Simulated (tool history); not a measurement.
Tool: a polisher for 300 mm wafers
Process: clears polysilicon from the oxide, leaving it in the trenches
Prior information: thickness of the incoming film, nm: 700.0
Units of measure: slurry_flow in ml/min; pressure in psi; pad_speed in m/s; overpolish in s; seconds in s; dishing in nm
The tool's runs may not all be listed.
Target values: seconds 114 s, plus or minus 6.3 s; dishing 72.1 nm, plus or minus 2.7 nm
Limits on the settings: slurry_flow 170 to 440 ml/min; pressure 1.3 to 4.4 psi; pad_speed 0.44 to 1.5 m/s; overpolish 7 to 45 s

Run 1, hour 0: slurry_flow 280 ml/min, pressure 2.8 psi, pad_speed 0.96 m/s, overpolish 23 s. Result: seconds 43.604 s, dishing 77.723 nm.
Run 2, hour 2.9: slurry_flow 280 ml/min, pressure 2.3 psi, pad_speed 0.96 m/s, overpolish 23 s. Result: seconds 54.168 s, dishing 75.569 nm.
Run 3, hour 9.8: slurry_flow 280 ml/min, pressure 2.3 psi, pad_speed 0.74 m/s, overpolish 23 s. Result: seconds 66.364 s, dishing 75.045 nm.
Run 4, hour 18.7: slurry_flow 280 ml/min, pressure 2.3 psi, pad_speed 0.74 m/s, overpolish 33 s. Result: seconds 67.931 s, dishing 77.283 nm.
Run 5, hour 23.2: slurry_flow 280 ml/min, pressure 2 psi, pad_speed 0.7 m/s, overpolish 31 s. Result: seconds 83.255 s, dishing 75.816 nm.
Run 6, hour 28.9: slurry_flow 280 ml/min, pressure 1.8 psi, pad_speed 0.7 m/s, overpolish 29 s. Result: seconds 92.135 s, dishing 74.013 nm.
Run 7, hour 29.5: slurry_flow 280 ml/min, pressure 1.8 psi, pad_speed 0.7 m/s, overpolish 29 s. Result: seconds 91.354 s, dishing 73.891 nm.
Run 8, hour 36.6: slurry_flow 280 ml/min, pressure 1.7 psi, pad_speed 0.7 m/s, overpolish 29 s. Result: seconds 93.649 s, dishing 72.213 nm.
Run 9, hour 40.3: slurry_flow 280 ml/min, pressure 1.6 psi, pad_speed 0.68 m/s, overpolish 31 s. Result: seconds 105.82 s, dishing 72.147 nm.
Run 10, hour 42.6: slurry_flow 280 ml/min, pressure 1.6 psi, pad_speed 0.68 m/s, overpolish 32 s. Result: seconds 104.54 s, dishing 74.381 nm.

Below are 5 possible settings for the next run. Only one of them brings all results inside the allowed miss of their targets. Which is it?
Run A, hour 44.9: slurry_flow 260 ml/min, pressure 1.5 psi, pad_speed 0.58 m/s, overpolish 30 s. Result: seconds ?, dishing ?.
Run B, hour 44.9: slurry_flow 255 ml/min, pressure 2.3 psi, pad_speed 0.52 m/s, overpolish 26 s. Result: seconds ?, dishing ?.
Run C, hour 44.9: slurry_flow 215 ml/min, pressure 1.4 psi, pad_speed 0.74 m/s, overpolish 34 s. Result: seconds ?, dishing ?.
Run D, hour 44.9: slurry_flow 260 ml/min, pressure 1.6 psi, pad_speed 0.72 m/s, overpolish 30 s. Result: seconds ?, dishing ?.
Run E, hour 44.9: slurry_flow 255 ml/min, pressure 1.9 psi, pad_speed 0.58 m/s, overpolish 29 s. Result: seconds ?, dishing ?.

move  seconds  dishing
   A   126.41   70.022
   B   93.674   72.884
   C   108.97   74.636
   D   96.758   74.549
   E   101.34   73.374
A: pushes the last run's worst result past its target
B: lands further from the targets than the last run did
C: hits every target within its allowed miss
D: lands further from the targets than the last run did
E: lands further from the targets than the last run did
Go with C: it meets all targets.
